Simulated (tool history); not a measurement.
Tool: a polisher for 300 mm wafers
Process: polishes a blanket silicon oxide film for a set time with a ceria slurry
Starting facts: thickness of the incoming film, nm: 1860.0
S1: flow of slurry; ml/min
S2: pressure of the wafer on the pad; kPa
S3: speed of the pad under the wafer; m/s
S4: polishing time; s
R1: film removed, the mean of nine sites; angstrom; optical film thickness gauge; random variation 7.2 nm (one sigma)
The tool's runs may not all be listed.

| run | hour | S1 | S2 | S3 | S4 | R1 |
|---|---|---|---|---|---|---|
| 1 | 0.0 | 165 | 26.2 | 0.92 | 104 | 5206.0 |
| 2 | 1.5 | 170 | 28.3 | 0.92 | 104 | 5627.1 |
| 3 | 6.3 | 175 | 30.3 | 0.92 | 104 | 6168.5 |
| 4 | 15.2 | 180 | 31.7 | 0.92 | 104 | 6301.1 |
| 5 | 24.0 | 180 | 31.7 | 0.92 | 109 | 6618.3 |
| 6 | 26.5 | 180 | 32.4 | 0.92 | 109 | 6918.8 |
| 7 | 28.7 | 180 | 33.1 | 0.92 | 109 | 6931.6 |

Expected results for the next run?
| 8 | 29.5 | 185 | 33.8 | 0.92 | 109 | ? |

R1: 7210.2 angstrom
